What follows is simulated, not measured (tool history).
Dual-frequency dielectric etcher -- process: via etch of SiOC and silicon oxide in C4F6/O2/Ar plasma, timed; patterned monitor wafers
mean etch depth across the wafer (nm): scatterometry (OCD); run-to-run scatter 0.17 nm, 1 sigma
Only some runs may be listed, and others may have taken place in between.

| run | day | source power (kW) | bias power (kW) | etch time (s) | mean etch depth across the wafer (nm) |
|---|---|---|---|---|---|
| 1 | 0 | 0.31 | 0.122 | 49 | 44.964 |
| 2 | 0.362 | 0.31 | 0.122 | 44.5 | 40.678 |
| 3 | 0.688 | 0.31 | 0.14 | 44.5 | 42.454 |
| 4 | 0.838 | 0.34 | 0.146 | 45.5 | 45.679 |
| 5 | 0.979 | 0.3 | 0.146 | 45.5 | 43.118 |
|  | 1.121 | source power generator calibrated |
| 6 | 1.121 | 0.33 | 0.146 | 45.5 | 46.279 |

Predict the results of run 7:
| 7 | 1.262 | 0.33 | 0.146 | 45.5 | ? |

mean etch depth across the wafer (nm): 45.946
